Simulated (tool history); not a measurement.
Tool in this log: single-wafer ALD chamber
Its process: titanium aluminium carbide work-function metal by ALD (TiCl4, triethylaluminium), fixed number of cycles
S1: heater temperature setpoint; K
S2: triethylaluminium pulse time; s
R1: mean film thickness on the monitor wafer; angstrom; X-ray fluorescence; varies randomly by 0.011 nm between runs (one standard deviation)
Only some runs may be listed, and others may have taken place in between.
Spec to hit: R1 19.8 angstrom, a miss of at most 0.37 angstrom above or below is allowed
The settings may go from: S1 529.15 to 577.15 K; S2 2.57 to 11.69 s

| run | hour | S1 | S2 | R1 |
|---|---|---|---|---|
| 1 | 0 | 553.15 | 7.13 | 17.668 |
| 2 | 5.4 | 549.15 | 7.13 | 17.081 |
| 3 | 12.1 | 549.15 | 5.23 | 16.169 |
| 4 | 18.2 | 549.15 | 7.02 | 17.167 |
| 5 | 26.9 | 553.15 | 7.02 | 17.58 |
| 6 | 27.9 | 553.15 | 7.84 | 17.797 |
| 7 | 32.8 | 556.15 | 8.02 | 18.076 |
| 8 | 36.3 | 559.15 | 8.28 | 18.509 |

Below are 4 possible settings for the next run. Only one of them brings all results inside the allowed miss of their targets. Which is it?
| A | 39.8 | 553.15 | 7.73 | ? |
| B | 39.8 | 567.15 | 9.24 | ? |
| C | 39.8 | 564.15 | 6.82 | ? |
| D | 39.8 | 558.15 | 7.94 | ? |

| move | R1 |
|---|---|
| A | 17.879 |
| B | 19.725 |
| C | 18.519 |
| D | 18.435 |
A: further off than the last run
B: hits every target within its allowed miss
C: no nearer and no further than the last run
D: further off than the last run
B is the move that brings every result within its allowed miss.
